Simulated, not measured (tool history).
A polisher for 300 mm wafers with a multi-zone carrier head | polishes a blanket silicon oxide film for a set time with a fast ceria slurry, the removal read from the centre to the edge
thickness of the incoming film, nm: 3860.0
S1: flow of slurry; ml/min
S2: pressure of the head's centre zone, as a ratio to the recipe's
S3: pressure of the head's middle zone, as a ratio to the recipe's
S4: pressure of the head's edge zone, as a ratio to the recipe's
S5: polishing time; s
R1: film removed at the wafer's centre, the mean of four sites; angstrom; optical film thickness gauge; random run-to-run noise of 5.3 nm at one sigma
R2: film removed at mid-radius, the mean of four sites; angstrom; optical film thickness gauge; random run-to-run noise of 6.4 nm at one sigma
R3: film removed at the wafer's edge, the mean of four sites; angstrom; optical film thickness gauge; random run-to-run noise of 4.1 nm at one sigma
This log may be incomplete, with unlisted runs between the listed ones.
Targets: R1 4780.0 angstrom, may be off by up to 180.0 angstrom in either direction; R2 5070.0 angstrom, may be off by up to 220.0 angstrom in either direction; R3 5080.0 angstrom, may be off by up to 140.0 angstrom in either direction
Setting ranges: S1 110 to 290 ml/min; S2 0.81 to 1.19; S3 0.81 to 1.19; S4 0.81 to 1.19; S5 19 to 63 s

run  hour   S1    S2    S3    S4  S5      R1      R2      R3
  1   0.0  185  1.00  1.00  1.00  41  3404.1  3410.4  3483.4
  2   1.1  185  1.00  1.08  1.00  41  3440.9  3610.8  3465.6
  3   4.2  185  1.08  1.08  1.00  41  3799.4  3584.8  3490.9
  4   5.3  210  1.08  1.08  1.00  41  3821.4  3780.0  3522.7
  5  14.2  240  1.08  1.08  1.00  41  3855.2  3796.1  3528.6
  6  14.8  240  1.01  1.08  1.00  41  3589.8  3756.3  3582.6
  7  23.2  240  1.01  1.08  1.02  43  3822.3  3970.9  3795.6
  8  32.1  240  1.00  1.08  1.04  44  3945.0  4034.2  3911.9
  9  32.8  240  0.99  1.09  1.05  45  4024.3  4103.9  3978.4
 10  38.3  240  0.99  1.09  1.05  45  3890.4  4178.5  3997.7
 11  41.9  240  0.99  1.09  1.05  45  3904.2  4212.6  3996.0
 12  43.7  240  0.99  1.08  1.06  46  4014.0  4303.9  4054.2
     44.6  -- worn pad replaced by a new one
 13  44.6  240  0.98  1.05  1.06  48  4419.8  4598.9  4571.2

Exactly one of the 5 candidate moves below puts every result within its allowed miss. Which one?
  A  45.5  235  0.96  1.19  0.99  45   ?   ?   ?
  B  45.5  250  0.95  1.19  1.06  54   ?   ?   ?
  C  45.5  290  1.19  1.19  0.98  42   ?   ?   ?
  D  45.5  200  0.95  1.06  1.11  50   ?   ?   ?
  E  45.5  270  0.95  1.03  1.04  53   ?   ?   ?

move      R1      R2      R3
   A  4027.8  4745.6  4035.7
   B  4824.0  5739.0  5036.8
   C  4794.9  4533.4  3818.4
   D  4312.4  4678.1  4671.9
   E  4776.7  5040.3  4940.8
A: its largest miss is bigger than the last run's
B: puts the biggest miss on target and leaves a different result outside tolerance
C: its largest miss is bigger than the last run's
D: an improvement on the last run, though not all results are within tolerance
E: in spec on every target
Go with E: it meets all targets.
